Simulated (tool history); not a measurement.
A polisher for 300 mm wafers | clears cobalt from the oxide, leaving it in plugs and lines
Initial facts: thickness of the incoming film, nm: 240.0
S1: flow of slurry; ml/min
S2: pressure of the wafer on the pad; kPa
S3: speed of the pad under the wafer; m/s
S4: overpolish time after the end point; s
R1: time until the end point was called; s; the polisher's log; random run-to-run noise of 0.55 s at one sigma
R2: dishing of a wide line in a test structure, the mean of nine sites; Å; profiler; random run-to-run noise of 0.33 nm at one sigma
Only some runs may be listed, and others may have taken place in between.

run	hour	S1	S2	S3	S4	R1	R2
1	0	255	9	1.14	13	60.802	355.48
2	2.3	255	8.3	1.14	13	63.428	327.32
3	3.7	295	6.9	1.32	10	64.989	260.98
4	7.6	325	6.9	1.44	8	60.642	241.74
5	10.7	345	6.9	1.54	7	56.323	217.21
6	17.9	345	6.9	1.54	10	56.929	301.57

What does the tool deliver on the next run?
7	24	290	7.6	1.48	8	?	?

R1: 52.598 s
R2: 262.03 Å

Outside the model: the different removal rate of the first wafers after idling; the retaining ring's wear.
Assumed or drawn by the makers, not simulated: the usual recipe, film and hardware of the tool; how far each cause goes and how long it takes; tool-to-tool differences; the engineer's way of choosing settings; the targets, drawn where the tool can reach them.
